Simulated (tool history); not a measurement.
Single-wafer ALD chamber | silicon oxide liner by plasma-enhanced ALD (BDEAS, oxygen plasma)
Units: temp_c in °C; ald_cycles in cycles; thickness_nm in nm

Run 1, hour 0.0: temp_c 310 °C, ald_cycles 42 cycles. Result: thickness_nm 3.9149 nm.
Run 2, hour 5.6: temp_c 317 °C, ald_cycles 38 cycles. Result: thickness_nm 3.5207 nm.
Run 3, hour 13.9: temp_c 318 °C, ald_cycles 35 cycles. Result: thickness_nm 3.2175 nm.
Run 4, hour 21.5: temp_c 318 °C, ald_cycles 34 cycles. Result: thickness_nm 3.1306 nm.
Run 5, hour 28.4: temp_c 318 °C, ald_cycles 40 cycles. Result: thickness_nm 3.6564 nm.
Run 6, hour 29.9: temp_c 307 °C, ald_cycles 40 cycles. Result: thickness_nm 3.7605 nm.
Run 7, hour 34.1: temp_c 309 °C, ald_cycles 37 cycles. Result: thickness_nm 3.4484 nm.
Run 8, hour 35.0: temp_c 309 °C, ald_cycles 37 cycles. Result: thickness_nm 3.4511 nm.

The next listed run, before its measurement:
Run 9, hour 41.2: temp_c 310 °C, ald_cycles 35 cycles. Result: thickness_nm ?.

Run 9 gave thickness_nm 3.2496 nm.
